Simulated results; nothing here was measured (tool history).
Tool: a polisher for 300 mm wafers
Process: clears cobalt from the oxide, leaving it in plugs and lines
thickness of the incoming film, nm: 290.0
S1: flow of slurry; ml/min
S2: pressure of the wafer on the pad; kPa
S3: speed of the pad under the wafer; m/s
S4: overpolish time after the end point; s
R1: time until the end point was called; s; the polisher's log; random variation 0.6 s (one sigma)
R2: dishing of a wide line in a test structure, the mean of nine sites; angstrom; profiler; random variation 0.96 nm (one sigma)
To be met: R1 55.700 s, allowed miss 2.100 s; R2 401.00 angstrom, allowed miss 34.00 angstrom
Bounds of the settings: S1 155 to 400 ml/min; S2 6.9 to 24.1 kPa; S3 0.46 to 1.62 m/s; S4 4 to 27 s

run 1 hour=0.0 | S1=255 S2=15.2 S3=1.04 S4=14 | R1=44.169 R2=425.37
run 2 hour=5.3 | S1=255 S2=14.5 S3=1.04 S4=14 | R1=44.846 R2=391.50
run 3 hour=9.6 | S1=255 S2=13.8 S3=1.04 S4=15 | R1=47.298 R2=413.77
run 4 hour=14.5 | S1=255 S2=13.8 S3=1.22 S4=15 | R1=41.034 R2=438.62
run 5 hour=21.6 | S1=255 S2=13.8 S3=1.22 S4=12 | R1=40.278 R2=409.11
run 6 hour=25.5 | S1=255 S2=13.1 S3=1.22 S4=13 | R1=43.217 R2=405.60
run 7 hour=30.7 | S1=255 S2=12.4 S3=1.22 S4=14 | R1=43.700 R2=434.63
-- hour=33.2 head pressure recalibrated
run 8 hour=33.2 | S1=255 S2=12.4 S3=1.22 S4=14 | R1=41.326 R2=418.34

Which of these 4 next moves meets every target?
run A hour=35.7 | S1=240 S2=11.7 S3=1.10 S4=11 | R1=? R2=?
run B hour=35.7 | S1=220 S2=10.3 S3=1.02 S4=16 | R1=? R2=?
run C hour=35.7 | S1=270 S2=8.3 S3=1.20 S4=12 | R1=? R2=?
run D hour=35.7 | S1=290 S2=13.1 S3=1.36 S4=14 | R1=? R2=?

move=A R1=47.006 R2=358.41
move=B R1=54.722 R2=403.72
move=C R1=51.787 R2=356.67
move=D R1=35.291 R2=458.36
A: nearer than the last run, and not there yet
B: meets every target
C: nearer than the last run, and not there yet
D: further off than the last run
The right move is B.
